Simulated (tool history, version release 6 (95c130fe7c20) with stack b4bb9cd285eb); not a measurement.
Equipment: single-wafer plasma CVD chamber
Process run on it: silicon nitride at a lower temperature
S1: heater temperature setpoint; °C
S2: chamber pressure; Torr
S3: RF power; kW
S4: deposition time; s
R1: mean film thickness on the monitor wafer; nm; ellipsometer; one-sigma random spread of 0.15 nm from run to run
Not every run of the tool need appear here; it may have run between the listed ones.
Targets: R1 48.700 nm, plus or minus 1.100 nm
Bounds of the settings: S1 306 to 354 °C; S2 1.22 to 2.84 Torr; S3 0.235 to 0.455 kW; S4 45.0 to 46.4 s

{"run": 1, "hour": 0.0, "S1": 330, "S2": 2.03, "S3": 0.345, "S4": 45.0, "R1": 55.07}
{"run": 2, "hour": 4.8, "S1": 330, "S2": 1.96, "S3": 0.34, "S4": 45.0, "R1": 54.457}
{"run": 3, "hour": 11.4, "S1": 330, "S2": 1.96, "S3": 0.36, "S4": 45.0, "R1": 55.664}
{"run": 4, "hour": 19.6, "S1": 340, "S2": 1.96, "S3": 0.36, "S4": 45.0, "R1": 55.615}
{"run": 5, "hour": 20.1, "S1": 347, "S2": 1.96, "S3": 0.36, "S4": 45.0, "R1": 55.238}
{"run": 6, "hour": 24.4, "S1": 347, "S2": 1.89, "S3": 0.355, "S4": 45.0, "R1": 54.611}
{"run": 7, "hour": 32.1, "S1": 347, "S2": 1.84, "S3": 0.35, "S4": 45.0, "R1": 53.745}
{"run": 8, "hour": 35.8, "S1": 347, "S2": 1.79, "S3": 0.345, "S4": 45.0, "R1": 52.99}
{"run": 9, "hour": 44.1, "S1": 347, "S2": 1.74, "S3": 0.34, "S4": 45.0, "R1": 52.141}
{"run": 10, "hour": 52.1, "S1": 347, "S2": 1.7, "S3": 0.34, "S4": 45.0, "R1": 51.759}
{"run": 11, "hour": 58.2, "S1": 347, "S2": 1.66, "S3": 0.34, "S4": 45.0, "R1": 51.504}
{"hour": 66.0, "done": "RF generator calibrated"}
{"run": 12, "hour": 66.0, "S1": 347, "S2": 1.62, "S3": 0.34, "S4": 45.0, "R1": 52.618}

5 candidate next runs follow, results not yet known. Just one meets every target within its allowed miss. Identify it.
{"run": "A", "hour": 73.8, "S1": 354, "S2": 1.86, "S3": 0.34, "S4": 45.0, "R1": "?"}
{"run": "B", "hour": 73.8, "S1": 353, "S2": 1.24, "S3": 0.34, "S4": 45.5, "R1": "?"}
{"run": "C", "hour": 73.8, "S1": 346, "S2": 1.82, "S3": 0.35, "S4": 45.5, "R1": "?"}
{"run": "D", "hour": 73.8, "S1": 354, "S2": 1.64, "S3": 0.365, "S4": 45.0, "R1": "?"}
{"run": "E", "hour": 73.8, "S1": 351, "S2": 1.73, "S3": 0.37, "S4": 45.0, "R1": "?"}

move=A R1=54.893
move=B R1=48.731
move=C R1=56.105
move=D R1=54.687
move=E R1=56.042
A: misses by more than the last run did
B: hits every target within its allowed miss
C: misses by more than the last run did
D: misses by more than the last run did
E: misses by more than the last run did
Move B is the one to make.
